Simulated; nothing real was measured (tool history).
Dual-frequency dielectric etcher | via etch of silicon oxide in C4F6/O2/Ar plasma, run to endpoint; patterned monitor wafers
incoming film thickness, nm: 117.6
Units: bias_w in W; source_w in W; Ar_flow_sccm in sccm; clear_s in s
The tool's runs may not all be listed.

run	hour	bias_w	source_w	Ar_flow_sccm	clear_s
1	0.0	339	390	270	27.779
2	1.9	339	440	270	26.867
3	7.6	339	440	299	27.445
4	12.2	339	440	282	27.044
5	18.8	356	450	280	25.871
6	27.1	364	450	280	25.899
7	30.4	374	450	279	25.518
8	37.3	382	450	278	25.068

Forecast run 9:
9	42.3	382	450	278	?

clear_s: 25.806 s
